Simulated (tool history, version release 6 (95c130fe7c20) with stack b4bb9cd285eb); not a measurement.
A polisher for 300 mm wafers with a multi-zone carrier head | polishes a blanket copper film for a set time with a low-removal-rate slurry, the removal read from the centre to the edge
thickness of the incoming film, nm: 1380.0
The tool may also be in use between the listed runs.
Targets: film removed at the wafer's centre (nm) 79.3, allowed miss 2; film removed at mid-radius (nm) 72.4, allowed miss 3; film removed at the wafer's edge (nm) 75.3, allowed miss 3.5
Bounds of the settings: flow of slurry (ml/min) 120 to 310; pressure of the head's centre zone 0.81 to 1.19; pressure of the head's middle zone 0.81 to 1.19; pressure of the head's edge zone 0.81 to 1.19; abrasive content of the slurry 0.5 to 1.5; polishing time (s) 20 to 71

run	hour	flow of slurry (ml/min)	pressure of the head's centre zone	pressure of the head's middle zone	pressure of the head's edge zone	abrasive content of the slurry	polishing time (s)	film removed at the wafer's centre (nm)	film removed at mid-radius (nm)	film removed at the wafer's edge (nm)
1	0	200	1	1	1	1	45	112.42	110.54	114.04
2	2.5	200	1	1	1	1	55	137.87	133.35	138.56
3	4.3	200	1	1	1	1.1	55	141.69	137.41	143.76
4	11.3	195	0.99	0.97	0.96	0.95	50	122.73	118.01	120.73
5	18.9	195	0.99	0.97	0.96	0.95	55	135.52	128.73	135.21
6	27.8	195	0.99	0.97	0.96	0.95	48	116.49	111.83	117.42
7	34.7	195	0.99	0.95	0.93	0.85	44	104.57	98.83	103.68
8	35.7	195	0.99	0.95	0.93	0.85	44	104.65	100.59	102.01
9	39.9	190	0.98	0.92	0.91	0.75	42	95.238	88.291	96.407
10	47.9	195	0.99	0.92	0.89	0.7	40	90.327	84.897	87.125
11	50.6	195	0.99	0.91	0.88	0.65	39	85.471	79.71	84.208
12	51.3	195	0.99	0.9	0.86	0.6	39	83.324	76.47	79.587
13	53.2	190	0.99	0.89	0.85	0.6	39	83.754	76.444	78.576
14	54.4	190	0.99	0.89	0.85	0.6	39	84.28	77.456	79.687
15	61.4	185	0.98	0.88	0.84	0.6	39	81.975	75.149	80.552

5 next moves are on the table. One of them brings every result within its allowed miss. Which?
A	68.4	125	0.92	0.9	0.83	0.65	43	?	?	?
B	68.4	170	0.98	0.87	0.82	0.5	40	?	?	?
C	68.4	160	0.94	0.9	0.82	0.65	37	?	?	?
D	68.4	225	1.1	1.05	0.83	0.7	31	?	?	?
E	68.4	220	1.06	1.18	0.81	0.7	32	?	?	?

move	film removed at the wafer's centre (nm)	film removed at mid-radius (nm)	film removed at the wafer's edge (nm)
A	82.403	82.434	84.257
B	79.541	72.741	74.761
C	75.266	73.379	73.903
D	78.676	72.291	65.314
E	78.141	80.75	66.492
A: further off than the last run
B: meets every target
C: brings the result that was furthest off to its target, and leaves another outside
D: takes the result that was furthest off past its target
E: takes the result that was furthest off past its target
Answer: B
